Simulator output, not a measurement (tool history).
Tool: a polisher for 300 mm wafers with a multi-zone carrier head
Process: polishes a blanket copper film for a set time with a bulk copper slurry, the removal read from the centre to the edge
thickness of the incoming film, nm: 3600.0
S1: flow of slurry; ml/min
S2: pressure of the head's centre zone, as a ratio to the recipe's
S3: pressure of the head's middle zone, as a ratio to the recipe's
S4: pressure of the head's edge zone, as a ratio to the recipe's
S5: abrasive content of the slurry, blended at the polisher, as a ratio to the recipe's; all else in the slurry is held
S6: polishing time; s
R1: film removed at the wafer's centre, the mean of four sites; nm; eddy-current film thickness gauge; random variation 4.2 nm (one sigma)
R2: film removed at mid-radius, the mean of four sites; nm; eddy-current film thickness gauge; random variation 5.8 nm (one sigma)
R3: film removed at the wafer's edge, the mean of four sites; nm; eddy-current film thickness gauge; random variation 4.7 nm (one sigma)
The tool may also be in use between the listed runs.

run	hour	S1	S2	S3	S4	S5	S6	R1	R2	R3
1	0	140	1	1	1	1	38	500.36	492.53	500
2	1.8	140	1	1	1	1	29	369.67	376.71	376.48
3	8.3	140	1	1	1	1	36	470.67	464.11	465.16
4	16.4	105	1	1	1	1	36	433.07	434.68	443.25
5	18.4	100	0.98	1.03	0.98	1	36	416.05	418.49	429.5
6	20.1	100	0.98	1.06	0.98	1	36	408.49	451.13	438.08

Forecast run 7:
7	24.1	100	0.98	1.08	0.95	1	36	?	?	?

{"run 7": {"R1": 409.96, "R2": 441.24, "R3": 423.06}}
